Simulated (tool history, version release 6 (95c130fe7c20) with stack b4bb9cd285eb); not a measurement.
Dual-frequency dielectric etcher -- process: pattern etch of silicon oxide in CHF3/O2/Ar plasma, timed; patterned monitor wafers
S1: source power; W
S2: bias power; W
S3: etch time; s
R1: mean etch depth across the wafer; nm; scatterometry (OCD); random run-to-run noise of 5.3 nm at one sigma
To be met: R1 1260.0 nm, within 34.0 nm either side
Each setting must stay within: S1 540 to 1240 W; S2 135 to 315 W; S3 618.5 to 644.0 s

Run 1, hour 0.0: S1 890 W, S2 225 W, S3 618.5 s. Result: R1 1491.9 nm.
Run 2, hour 5.6: S1 850 W, S2 220 W, S3 618.5 s. Result: R1 1467.4 nm.
Run 3, hour 9.5: S1 850 W, S2 220 W, S3 618.5 s. Result: R1 1460.0 nm.
Run 4, hour 18.4: S1 850 W, S2 220 W, S3 644.0 s. Result: R1 1517.9 nm.
Run 5, hour 21.9: S1 850 W, S2 220 W, S3 618.5 s. Result: R1 1467.0 nm.
Run 6, hour 24.2: S1 850 W, S2 220 W, S3 644.0 s. Result: R1 1525.2 nm.
Run 7, hour 27.6: S1 820 W, S2 213 W, S3 641.5 s. Result: R1 1483.1 nm.
Run 8, hour 34.5: S1 790 W, S2 208 W, S3 640.0 s. Result: R1 1446.6 nm.
Run 9, hour 39.2: S1 760 W, S2 204 W, S3 639.0 s. Result: R1 1430.7 nm.
Run 10, hour 46.7: S1 740 W, S2 199 W, S3 637.0 s. Result: R1 1390.9 nm.

Next run, 4 choices. One meets every target within its allowed miss, the rest don't. Which?
Run A, hour 54.2: S1 590 W, S2 199 W, S3 619.0 s. Result: R1 ?.
Run B, hour 54.2: S1 790 W, S2 177 W, S3 632.0 s. Result: R1 ?.
Run C, hour 54.2: S1 670 W, S2 199 W, S3 628.0 s. Result: R1 ?.
Run D, hour 54.2: S1 800 W, S2 204 W, S3 644.0 s. Result: R1 ?.

move      R1
   A  1277.6
   B  1372.0
   C  1344.3
   D  1464.3
A: meets every target
B: moves toward the targets from the last run without getting all of them in spec
C: moves toward the targets from the last run without getting all of them in spec
D: further off than the last run
Move A is the one to make.
